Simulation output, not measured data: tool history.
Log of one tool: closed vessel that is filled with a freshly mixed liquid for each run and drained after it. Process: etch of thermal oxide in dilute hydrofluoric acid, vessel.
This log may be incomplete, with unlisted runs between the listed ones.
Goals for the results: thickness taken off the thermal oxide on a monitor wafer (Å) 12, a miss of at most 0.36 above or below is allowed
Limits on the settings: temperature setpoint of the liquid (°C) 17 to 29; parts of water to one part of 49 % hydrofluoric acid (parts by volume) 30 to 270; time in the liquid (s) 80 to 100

run  hour  temperature setpoint of the liquid (°C)  parts of water to one part of 49 % hydrofluoric acid (parts by volume)  time in the liquid (s)  thickness taken off the thermal oxide on a monitor wafer (Å)
  1     0                                       21                                                                     150                     100                                                        25.347
  2   6.4                                     20.5                                                                     160                     100                                                        23.101
  3  15.2                                       20                                                                     170                     100                                                         21.26
  4  21.9                                     22.5                                                                     170                     100                                                        23.839
  5  30.8                                     22.5                                                                     170                     100                                                        23.565
  6  35.3                                     21.5                                                                     170                     100                                                        22.339
  7  44.6                                     17.5                                                                     230                     100                                                        13.599
  8    53                                     17.5                                                                     235                     100                                                        13.108
  9    58                                       17                                                                     240                     100                                                        12.498

Which single option among these 4 for the next run brings every result within its allowed miss of target? Just one does.
  A    63                                       17                                                                     225                      80                                                             ?
  B    63                                     20.5                                                                     255                      95                                                             ?
  C    63                                     17.5                                                                     250                     100                                                             ?
  D    63                                       21                                                                     250                      80                                                             ?

move  thickness taken off the thermal oxide on a monitor wafer (Å)
   A                                                         10.87
   B                                                         12.67
   C                                                        12.196
   D                                                        11.139
A: takes the biggest miss from the last run beyond its target
B: misses by more than the last run did
C: in spec on every target
D: takes the biggest miss from the last run beyond its target
Go with C: it meets all targets.
